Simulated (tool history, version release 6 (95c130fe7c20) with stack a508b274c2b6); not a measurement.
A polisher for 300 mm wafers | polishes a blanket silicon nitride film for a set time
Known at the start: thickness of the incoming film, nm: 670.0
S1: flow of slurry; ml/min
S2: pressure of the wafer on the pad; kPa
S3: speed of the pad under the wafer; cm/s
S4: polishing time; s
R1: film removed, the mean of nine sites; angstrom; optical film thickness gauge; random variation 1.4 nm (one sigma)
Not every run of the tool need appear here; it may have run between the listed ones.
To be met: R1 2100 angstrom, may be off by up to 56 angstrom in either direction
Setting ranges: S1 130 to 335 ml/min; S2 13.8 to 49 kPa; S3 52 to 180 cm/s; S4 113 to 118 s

| run | hour | S1 | S2 | S3 | S4 | R1 |
|---|---|---|---|---|---|---|
| 1 | 0 | 215 | 31 | 116 | 113 | 2381.2 |
| 2 | 6.9 | 210 | 30.3 | 116 | 113 | 2292.1 |
| 3 | 9.2 | 200 | 29.6 | 116 | 113 | 2241 |
| 4 | 14 | 195 | 29 | 116 | 113 | 2197 |
| 5 | 21.5 | 195 | 24.1 | 116 | 113 | 1839.3 |
| 6 | 28.2 | 195 | 24.1 | 116 | 118 | 1903.3 |
| 7 | 36.6 | 230 | 26.9 | 116 | 118 | 2180.6 |
| 8 | 42.8 | 225 | 26.9 | 116 | 118 | 2184.8 |

Exercise: of the 5 proposed moves below, exactly one satisfies all targets within the stated allowed misses. Which move is it?
| A | 49 | 290 | 24.8 | 140 | 118 | ? |
| B | 49 | 285 | 27.6 | 122 | 113 | ? |
| C | 49 | 220 | 27.6 | 122 | 116 | ? |
| D | 49 | 240 | 24.8 | 130 | 113 | ? |
| E | 49 | 240 | 27.6 | 124 | 113 | ? |

| move | R1 |
|---|---|
| A | 2400.3 |
| B | 2277.6 |
| C | 2269.1 |
| D | 2123.2 |
| E | 2264 |
A: further off than the last run
B: further off than the last run
C: further off than the last run
D: in spec on every target
E: further off than the last run
The right move is D.
